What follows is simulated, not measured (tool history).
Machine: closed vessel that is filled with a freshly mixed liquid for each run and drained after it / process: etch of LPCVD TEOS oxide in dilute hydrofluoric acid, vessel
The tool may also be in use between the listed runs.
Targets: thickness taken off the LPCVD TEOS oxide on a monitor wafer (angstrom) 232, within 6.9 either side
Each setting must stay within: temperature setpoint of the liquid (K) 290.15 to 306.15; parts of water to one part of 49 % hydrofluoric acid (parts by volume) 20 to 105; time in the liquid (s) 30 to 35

run,day,temperature setpoint of the liquid (K),parts of water to one part of 49 % hydrofluoric acid (parts by volume),time in the liquid (s),thickness taken off the LPCVD TEOS oxide on a monitor wafer (angstrom)
1,0,298.15,55,35,343.55
2,0.092,298.15,40,35,481.21
3,0.133,301.15,40,35,540.03
4,0.258,303.15,40,35,584.36
5,0.292,302.15,40,35,564.5
6,0.412,303.65,40,35,597.63
7,0.483,303.65,40,35,601.25
8,0.692,302.15,40,35,561.51
9,0.754,301.15,40,35,537.6
# day 1.033: hydrofluoric acid flow meter replaced
10,1.033,297.15,65,35,257.23

Next run, 5 choices. One meets every target within its allowed miss, the rest don't. Which?
A,1.312,296.65,60,30,?
B,1.312,296.65,65,30,?
C,1.312,297.15,75,35,?
D,1.312,297.15,65,30,?
E,1.312,296.65,75,35,?

move,thickness taken off the LPCVD TEOS oxide on a monitor wafer (angstrom)
A,235.71
B,216.18
C,220.23
D,220.63
E,215.82
A: each result inside its tolerance
B: takes the result that was furthest off past its target
C: takes the result that was furthest off past its target
D: takes the result that was furthest off past its target
E: takes the result that was furthest off past its target
Move A is the one to make.

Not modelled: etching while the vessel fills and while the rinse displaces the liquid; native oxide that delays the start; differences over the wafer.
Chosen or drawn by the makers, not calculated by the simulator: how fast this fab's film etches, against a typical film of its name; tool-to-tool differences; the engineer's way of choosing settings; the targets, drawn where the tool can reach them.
